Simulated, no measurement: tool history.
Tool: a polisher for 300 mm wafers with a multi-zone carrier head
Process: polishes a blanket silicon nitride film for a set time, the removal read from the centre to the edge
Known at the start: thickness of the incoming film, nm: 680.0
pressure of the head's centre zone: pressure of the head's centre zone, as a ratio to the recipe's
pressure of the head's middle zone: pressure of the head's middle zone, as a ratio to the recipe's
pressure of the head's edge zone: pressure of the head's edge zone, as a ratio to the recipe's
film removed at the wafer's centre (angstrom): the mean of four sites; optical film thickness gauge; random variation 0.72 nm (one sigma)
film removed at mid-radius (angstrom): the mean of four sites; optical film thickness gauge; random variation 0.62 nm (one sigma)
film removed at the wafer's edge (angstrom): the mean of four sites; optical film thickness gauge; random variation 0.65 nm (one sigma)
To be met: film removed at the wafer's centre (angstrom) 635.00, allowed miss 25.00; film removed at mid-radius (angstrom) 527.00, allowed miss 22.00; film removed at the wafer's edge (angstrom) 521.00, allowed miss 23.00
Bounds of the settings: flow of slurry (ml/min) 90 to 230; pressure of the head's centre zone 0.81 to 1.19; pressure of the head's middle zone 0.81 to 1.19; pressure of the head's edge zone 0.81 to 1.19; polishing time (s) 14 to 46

run	hour	flow of slurry (ml/min)	pressure of the head's centre zone	pressure of the head's middle zone	pressure of the head's edge zone	polishing time (s)	film removed at the wafer's centre (angstrom)	film removed at mid-radius (angstrom)	film removed at the wafer's edge (angstrom)
1	0.0	150	1.00	1.00	1.00	30	387.01	389.91	390.30
2	6.5	130	1.00	1.00	1.00	30	387.35	387.67	385.78
3	11.9	130	1.02	1.00	1.00	31	405.83	397.94	399.22
4	17.0	150	1.02	1.00	1.00	31	415.31	404.14	419.39
5	17.7	150	1.02	1.06	1.00	31	413.69	427.05	414.64
6	22.6	150	1.04	1.06	0.99	32	433.65	446.88	428.10
7	30.4	150	1.06	1.05	0.98	33	454.58	447.18	437.27
8	36.2	150	1.07	1.05	0.97	34	487.67	469.66	439.34
9	44.4	190	1.17	1.03	1.07	37	590.62	519.52	525.31
10	49.6	190	1.17	1.03	1.06	37	594.45	520.14	532.24
11	50.5	190	1.17	1.03	1.05	37	604.04	515.19	512.20

Which of these 4 next moves meets every target?
A	51.4	180	1.10	1.02	1.09	37	?	?	?
B	51.4	200	1.15	1.09	1.07	35	?	?	?
C	51.4	200	1.15	1.09	1.03	36	?	?	?
D	51.4	230	1.17	0.99	0.99	38	?	?	?

move	film removed at the wafer's centre (angstrom)	film removed at mid-radius (angstrom)	film removed at the wafer's edge (angstrom)
A	550.56	514.51	528.23
B	556.49	524.53	501.19
C	572.39	539.55	505.88
D	630.27	536.90	533.21
A: further off than the last run
B: further off than the last run
C: further off than the last run
D: meets every target
Answer: D
